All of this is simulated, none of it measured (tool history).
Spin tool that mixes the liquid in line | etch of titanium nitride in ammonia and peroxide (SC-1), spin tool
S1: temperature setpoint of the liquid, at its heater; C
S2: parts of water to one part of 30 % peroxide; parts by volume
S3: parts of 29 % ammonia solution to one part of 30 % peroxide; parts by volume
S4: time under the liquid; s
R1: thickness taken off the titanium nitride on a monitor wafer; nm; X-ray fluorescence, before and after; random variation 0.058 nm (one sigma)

run 1 hour=0 | S1=51 S2=9 S3=0.8 S4=55 | R1=7.5417
run 2 hour=3.7 | S1=44.5 S2=9 S3=0.8 S4=55 | R1=4.748
run 3 hour=9.1 | S1=44.5 S2=9 S3=0.8 S4=55 | R1=4.6789
run 4 hour=13.1 | S1=49 S2=9 S3=0.8 S4=55 | R1=6.4164
run 5 hour=15.4 | S1=49 S2=9 S3=0.6 S4=55 | R1=6.1634
run 6 hour=19.5 | S1=50.5 S2=9 S3=0.6 S4=55 | R1=6.9096
run 7 hour=22.6 | S1=51.5 S2=9 S3=0.6 S4=55 | R1=7.3194

Forecast run 8:
run 8 hour=27.4 | S1=52 S2=9 S3=0.6 S4=55 | R1=?

R1: 7.6061 nm
